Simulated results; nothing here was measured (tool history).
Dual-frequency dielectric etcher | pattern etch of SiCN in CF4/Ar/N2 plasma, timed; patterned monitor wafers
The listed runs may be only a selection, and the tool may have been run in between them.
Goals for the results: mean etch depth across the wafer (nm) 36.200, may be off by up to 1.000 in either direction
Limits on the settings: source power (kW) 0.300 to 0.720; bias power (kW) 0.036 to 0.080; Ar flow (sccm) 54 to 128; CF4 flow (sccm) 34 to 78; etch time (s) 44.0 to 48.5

run,hour,source power (kW),bias power (kW),Ar flow (sccm),CF4 flow (sccm),etch time (s),mean etch depth across the wafer (nm)
1,0.0,0.510,0.058,91,56,48.5,41.924
2,2.4,0.510,0.058,91,56,48.5,42.155
3,9.4,0.510,0.058,91,60,48.5,42.646
4,18.2,0.540,0.058,91,60,48.5,44.615
5,25.2,0.520,0.058,91,60,48.5,43.058
6,28.5,0.520,0.058,91,60,44.0,39.125
7,32.7,0.510,0.058,91,60,44.0,38.356
8,36.6,0.500,0.058,91,60,44.0,37.801
9,37.3,0.490,0.058,91,60,44.0,37.197

Which one of the following 4 next-run settings gets every result inside its allowed miss? There is exactly one.
A,38.0,0.460,0.056,89,59,45.5,?
B,38.0,0.490,0.059,85,57,45.0,?
C,38.0,0.520,0.056,82,59,44.0,?
D,38.0,0.490,0.056,79,62,45.5,?

move,mean etch depth across the wafer (nm)
A,36.167
B,38.310
C,38.990
D,38.825
A: hits every target within its allowed miss
B: the biggest miss grows against the last run
C: the biggest miss grows against the last run
D: the biggest miss grows against the last run
A meets every target.
